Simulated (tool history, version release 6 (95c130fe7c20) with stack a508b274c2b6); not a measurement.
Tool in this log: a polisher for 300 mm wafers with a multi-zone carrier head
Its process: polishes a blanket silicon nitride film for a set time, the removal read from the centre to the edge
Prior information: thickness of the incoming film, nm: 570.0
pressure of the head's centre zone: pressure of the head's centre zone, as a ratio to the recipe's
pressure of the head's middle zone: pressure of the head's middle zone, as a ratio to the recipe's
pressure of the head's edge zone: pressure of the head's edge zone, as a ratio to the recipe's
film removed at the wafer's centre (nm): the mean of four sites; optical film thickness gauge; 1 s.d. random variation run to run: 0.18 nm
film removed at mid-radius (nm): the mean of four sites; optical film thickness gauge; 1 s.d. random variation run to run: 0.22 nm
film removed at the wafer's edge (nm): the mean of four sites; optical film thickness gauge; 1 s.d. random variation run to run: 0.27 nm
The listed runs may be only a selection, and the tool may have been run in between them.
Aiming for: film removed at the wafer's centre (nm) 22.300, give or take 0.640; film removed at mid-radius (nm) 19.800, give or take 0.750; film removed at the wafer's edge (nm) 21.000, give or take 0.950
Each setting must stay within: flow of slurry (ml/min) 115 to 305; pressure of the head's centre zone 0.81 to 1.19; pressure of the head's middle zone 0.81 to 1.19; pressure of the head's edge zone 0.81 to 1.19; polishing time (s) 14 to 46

run,day,flow of slurry (ml/min),pressure of the head's centre zone,pressure of the head's middle zone,pressure of the head's edge zone,polishing time (s),film removed at the wafer's centre (nm),film removed at mid-radius (nm),film removed at the wafer's edge (nm)
1,0.000,195,1.00,1.00,1.00,30,32.562,34.615,34.107
2,0.104,190,1.01,0.97,0.97,27,29.944,30.280,30.536
3,0.442,190,1.04,0.97,0.97,27,30.452,30.278,30.285
4,0.733,185,1.04,0.95,0.95,25,28.117,27.497,26.939
5,0.800,175,1.03,0.92,0.95,24,26.557,25.927,26.112
6,0.829,175,1.03,0.98,0.95,24,26.439,27.265,26.779
7,0.933,140,1.03,0.88,0.92,18,19.363,18.765,18.940
8,1.158,155,1.04,0.87,0.93,18,19.438,18.321,19.139
9,1.529,170,1.05,0.88,0.94,18,20.185,19.096,20.000
10,1.871,180,1.06,0.88,0.94,18,20.464,19.081,19.797
11,2.058,190,1.07,0.88,0.95,18,21.087,19.236,20.101
12,2.396,195,1.07,0.88,0.96,18,20.944,19.442,19.703
13,2.725,190,1.07,0.87,0.97,18,20.732,19.032,19.987
14,3.046,200,1.08,0.87,0.98,18,21.393,19.203,20.087
15,3.279,205,1.08,0.87,0.99,18,21.257,18.970,20.948
# day 3.383: centre zone pressure recalibrated
16,3.383,210,1.08,0.87,0.99,18,23.231,18.819,20.733

Next run, 4 choices. One meets every target within its allowed miss, the rest don't. Which?
A,3.488,240,1.07,0.86,1.11,17,?,?,?
B,3.488,130,1.04,0.92,1.02,19,?,?,?
C,3.488,235,1.12,0.84,1.03,18,?,?,?
D,3.488,300,1.14,0.86,1.06,18,?,?,?

move,film removed at the wafer's centre (nm),film removed at mid-radius (nm),film removed at the wafer's edge (nm)
A,21.870,18.381,21.045
B,21.979,19.927,21.418
C,24.188,19.164,21.437
D,25.256,19.862,22.115
A: the worst result of the last run now meets its target, but another is out of spec
B: every result within its allowed miss
C: lands further from the targets than the last run did
D: lands further from the targets than the last run did
So the answer is move B, the one that meets all the targets.
